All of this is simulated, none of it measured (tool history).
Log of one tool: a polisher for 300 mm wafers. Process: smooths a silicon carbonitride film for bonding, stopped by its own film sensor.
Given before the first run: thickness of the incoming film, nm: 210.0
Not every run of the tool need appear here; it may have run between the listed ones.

run,hour,flow of slurry (ml/min),pressure of the wafer on the pad (psi),speed of the pad under the wafer (m/s),abrasive content of the slurry,target thickness at which the film sensor stops the polish (Å),time until the film sensor stopped the polish (s)
1,0,205,2.1,0.9,1,1840,98.271
2,3,205,2.1,1.02,1,1840,89.401
3,8.3,205,2.1,0.86,1,1840,99.804
4,11.7,205,1.9,0.82,1,1840,115.29
5,16.5,205,1.9,1.04,1,1840,97.159
6,18.6,205,2.3,1.04,1,1840,79.597
7,27.2,205,2.1,0.98,1,1840,91.389

What will run 8 give?
8,30.2,205,1.9,0.94,1,1840,?

{"run 8": {"time until the film sensor stopped the polish (s)": 105.63}}

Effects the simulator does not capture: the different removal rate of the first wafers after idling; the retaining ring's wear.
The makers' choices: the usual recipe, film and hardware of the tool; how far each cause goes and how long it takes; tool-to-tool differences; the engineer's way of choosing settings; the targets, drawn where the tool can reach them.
